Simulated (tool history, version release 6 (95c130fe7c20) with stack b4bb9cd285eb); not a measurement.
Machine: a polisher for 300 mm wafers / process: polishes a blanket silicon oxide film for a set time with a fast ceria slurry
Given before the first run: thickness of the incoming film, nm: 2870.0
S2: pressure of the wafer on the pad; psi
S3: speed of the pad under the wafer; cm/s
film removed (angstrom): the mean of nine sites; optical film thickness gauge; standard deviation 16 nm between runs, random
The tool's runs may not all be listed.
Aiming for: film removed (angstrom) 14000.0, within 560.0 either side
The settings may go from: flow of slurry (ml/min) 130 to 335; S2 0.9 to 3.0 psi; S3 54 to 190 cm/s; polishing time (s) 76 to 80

Run 1, hour 0.0: flow of slurry (ml/min) 215, S2 1.9 psi, S3 122 cm/s, polishing time (s) 76. Result: film removed (angstrom) 10253.0.
Run 2, hour 8.9: flow of slurry (ml/min) 215, S2 1.9 psi, S3 122 cm/s, polishing time (s) 80. Result: film removed (angstrom) 11023.0.
Run 3, hour 17.4: flow of slurry (ml/min) 215, S2 2.0 psi, S3 122 cm/s, polishing time (s) 80. Result: film removed (angstrom) 11372.0.
Run 4, hour 25.4: flow of slurry (ml/min) 215, S2 1.8 psi, S3 122 cm/s, polishing time (s) 80. Result: film removed (angstrom) 10313.0.
Run 5, hour 28.4: flow of slurry (ml/min) 190, S2 1.8 psi, S3 122 cm/s, polishing time (s) 80. Result: film removed (angstrom) 10414.0.
Run 6, hour 29.6: flow of slurry (ml/min) 190, S2 1.8 psi, S3 106 cm/s, polishing time (s) 80. Result: film removed (angstrom) 8972.1.
Run 7, hour 37.8: flow of slurry (ml/min) 190, S2 2.0 psi, S3 106 cm/s, polishing time (s) 80. Result: film removed (angstrom) 9731.9.
Run 8, hour 39.4: flow of slurry (ml/min) 190, S2 2.2 psi, S3 106 cm/s, polishing time (s) 80. Result: film removed (angstrom) 10659.0.
Run 9, hour 40.3: flow of slurry (ml/min) 190, S2 2.3 psi, S3 106 cm/s, polishing time (s) 80. Result: film removed (angstrom) 10858.0.

Which single option among these 4 for the next run brings every result within its allowed miss of target? Just one does.
Run A, hour 41.2: flow of slurry (ml/min) 195, S2 2.3 psi, S3 146 cm/s, polishing time (s) 80. Result: film removed (angstrom) ?.
Run B, hour 41.2: flow of slurry (ml/min) 180, S2 2.5 psi, S3 144 cm/s, polishing time (s) 80. Result: film removed (angstrom) ?.
Run C, hour 41.2: flow of slurry (ml/min) 190, S2 2.1 psi, S3 148 cm/s, polishing time (s) 80. Result: film removed (angstrom) ?.
Run D, hour 41.2: flow of slurry (ml/min) 160, S2 2.6 psi, S3 82 cm/s, polishing time (s) 76. Result: film removed (angstrom) ?.

move  film removed (angstrom)
   A                  14960.0
   B                  15559.0
   C                  14081.0
   D                   8667.0
A: carries the result that was furthest off beyond its target, to the other side
B: carries the result that was furthest off beyond its target, to the other side
C: each result inside its tolerance
D: lands further from the targets than the last run did
Answer: C
